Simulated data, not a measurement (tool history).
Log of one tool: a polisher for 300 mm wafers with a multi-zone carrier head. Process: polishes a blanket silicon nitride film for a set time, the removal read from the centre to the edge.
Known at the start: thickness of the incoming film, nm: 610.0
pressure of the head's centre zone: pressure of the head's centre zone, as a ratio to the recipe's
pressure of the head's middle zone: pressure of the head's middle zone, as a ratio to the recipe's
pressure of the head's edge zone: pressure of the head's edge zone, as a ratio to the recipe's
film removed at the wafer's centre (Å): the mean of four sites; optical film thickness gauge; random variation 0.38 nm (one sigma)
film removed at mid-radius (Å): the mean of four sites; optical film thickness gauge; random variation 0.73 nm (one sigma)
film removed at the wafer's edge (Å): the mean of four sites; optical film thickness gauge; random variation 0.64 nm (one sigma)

run,day,flow of slurry (ml/min),pressure of the head's centre zone,pressure of the head's middle zone,pressure of the head's edge zone,polishing time (s),film removed at the wafer's centre (Å),film removed at mid-radius (Å),film removed at the wafer's edge (Å)
1,0.000,275,1.00,1.00,1.00,46,1060.00,1090.40,1106.40
2,0.325,260,1.00,0.97,0.98,43,975.49,952.82,999.39
3,0.671,255,0.99,0.96,0.96,41,931.67,917.56,944.22
4,0.817,245,0.98,0.94,0.95,39,864.15,825.34,882.96
5,0.975,245,0.98,0.94,0.92,39,872.08,841.47,877.19
6,1.321,245,0.98,0.99,0.92,39,872.50,872.33,882.87
7,1.533,240,0.97,0.97,0.91,37,804.61,819.61,817.12
8,1.900,230,0.97,0.95,0.90,35,755.95,758.10,765.80
9,1.983,225,0.97,0.93,0.90,34,735.30,731.18,749.49
10,2.075,230,0.98,0.91,0.90,32,696.65,666.83,714.60
11,2.375,225,0.98,0.90,0.89,31,679.17,639.03,673.86
12,2.700,225,0.98,0.89,0.89,30,657.93,623.53,642.86
13,2.867,220,0.98,0.88,0.90,29,630.33,580.17,640.36
14,3.129,215,0.98,0.87,0.89,29,635.73,596.15,642.84
15,3.500,220,0.98,0.86,0.89,28,605.21,572.21,612.75

The next listed run, before its measurement:
16,3.867,195,1.03,0.81,0.90,25,?,?,?

film removed at the wafer's centre (Å): 562.26
film removed at mid-radius (Å): 467.91
film removed at the wafer's edge (Å): 539.54
